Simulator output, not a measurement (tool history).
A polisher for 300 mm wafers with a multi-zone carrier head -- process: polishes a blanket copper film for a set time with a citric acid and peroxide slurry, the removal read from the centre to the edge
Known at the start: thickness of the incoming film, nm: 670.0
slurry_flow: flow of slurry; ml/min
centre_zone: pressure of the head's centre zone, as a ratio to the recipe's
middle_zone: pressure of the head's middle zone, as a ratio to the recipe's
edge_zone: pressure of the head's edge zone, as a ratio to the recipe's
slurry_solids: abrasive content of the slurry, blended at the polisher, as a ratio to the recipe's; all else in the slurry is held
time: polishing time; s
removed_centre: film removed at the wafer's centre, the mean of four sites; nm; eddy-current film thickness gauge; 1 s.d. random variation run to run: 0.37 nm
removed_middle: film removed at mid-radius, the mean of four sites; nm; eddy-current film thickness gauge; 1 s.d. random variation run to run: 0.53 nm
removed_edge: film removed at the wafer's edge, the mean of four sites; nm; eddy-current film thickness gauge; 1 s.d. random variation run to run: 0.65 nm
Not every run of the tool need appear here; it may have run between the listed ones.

run 1 hour=0.0 | slurry_flow=190 centre_zone=1.00 middle_zone=1.00 edge_zone=1.00 slurry_solids=1.00 time=31 | removed_centre=62.086 removed_middle=66.284 removed_edge=64.227
run 2 hour=3.9 | slurry_flow=190 centre_zone=1.00 middle_zone=1.00 edge_zone=1.00 slurry_solids=0.85 time=31 | removed_centre=59.098 removed_middle=62.946 removed_edge=61.845
run 3 hour=12.5 | slurry_flow=190 centre_zone=1.00 middle_zone=1.00 edge_zone=1.00 slurry_solids=0.85 time=24 | removed_centre=46.205 removed_middle=49.195 removed_edge=47.122
run 4 hour=21.2 | slurry_flow=190 centre_zone=1.00 middle_zone=1.00 edge_zone=1.00 slurry_solids=0.75 time=24 | removed_centre=44.684 removed_middle=48.003 removed_edge=46.468
run 5 hour=30.1 | slurry_flow=190 centre_zone=1.00 middle_zone=1.00 edge_zone=1.00 slurry_solids=0.75 time=21 | removed_centre=39.204 removed_middle=42.309 removed_edge=40.650
run 6 hour=37.2 | slurry_flow=190 centre_zone=1.00 middle_zone=1.00 edge_zone=1.00 slurry_solids=0.75 time=14 | removed_centre=26.236 removed_middle=27.888 removed_edge=26.871
run 7 hour=41.4 | slurry_flow=190 centre_zone=1.00 middle_zone=0.99 edge_zone=1.03 slurry_solids=0.75 time=17 | removed_centre=31.353 removed_middle=33.250 removed_edge=33.215
run 8 hour=45.0 | slurry_flow=195 centre_zone=1.01 middle_zone=0.99 edge_zone=1.06 slurry_solids=0.80 time=19 | removed_centre=36.714 removed_middle=37.980 removed_edge=38.931
run 9 hour=53.0 | slurry_flow=205 centre_zone=1.01 middle_zone=1.00 edge_zone=1.09 slurry_solids=0.90 time=20 | removed_centre=40.263 removed_middle=41.765 removed_edge=42.277
run 10 hour=61.2 | slurry_flow=205 centre_zone=1.00 middle_zone=0.99 edge_zone=1.11 slurry_solids=1.00 time=21 | removed_centre=42.464 removed_middle=44.718 removed_edge=47.007
run 11 hour=68.0 | slurry_flow=255 centre_zone=1.09 middle_zone=1.02 edge_zone=1.19 slurry_solids=1.25 time=21 | removed_centre=49.844 removed_middle=50.543 removed_edge=50.548

Run 12 comes next. What will it give?
run 12 hour=71.8 | slurry_flow=250 centre_zone=1.08 middle_zone=1.00 edge_zone=1.19 slurry_solids=1.30 time=21 | removed_centre=? removed_middle=? removed_edge=?

{"run 12": {"removed_centre": 50.107, "removed_middle": 50.002, "removed_edge": 52.828}}
